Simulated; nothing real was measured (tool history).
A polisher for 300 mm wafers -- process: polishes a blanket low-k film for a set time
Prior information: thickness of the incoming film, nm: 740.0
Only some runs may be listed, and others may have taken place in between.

| run | day | flow of slurry (ml/min) | pressure of the wafer on the pad (psi) | speed of the pad under the wafer (cm/s) | abrasive content of the slurry | polishing time (s) | film removed (Å) |
|---|---|---|---|---|---|---|---|
| 1 | 0.000 | 150 | 1.9 | 102 | 1.0 | 47 | 237.44 |
| 2 | 0.338 | 125 | 1.9 | 102 | 1.0 | 47 | 235.23 |
| 3 | 0.579 | 125 | 2.0 | 102 | 1.0 | 47 | 238.41 |
| 4 | 0.754 | 90 | 2.0 | 102 | 1.0 | 47 | 221.84 |
| 5 | 1.083 | 90 | 2.0 | 102 | 1.0 | 42 | 191.99 |
| 6 | 1.196 | 90 | 2.0 | 102 | 1.0 | 42 | 194.96 |
| 7 | 1.338 | 105 | 2.1 | 102 | 1.0 | 42 | 207.60 |
| 8 | 1.512 | 115 | 2.2 | 106 | 1.0 | 42 | 224.92 |

What does the tool deliver on the next run?
| 9 | 1.579 | 125 | 2.3 | 110 | 1.0 | 42 | ? |

{"run 9": {"film removed (Å)": 241.62}}
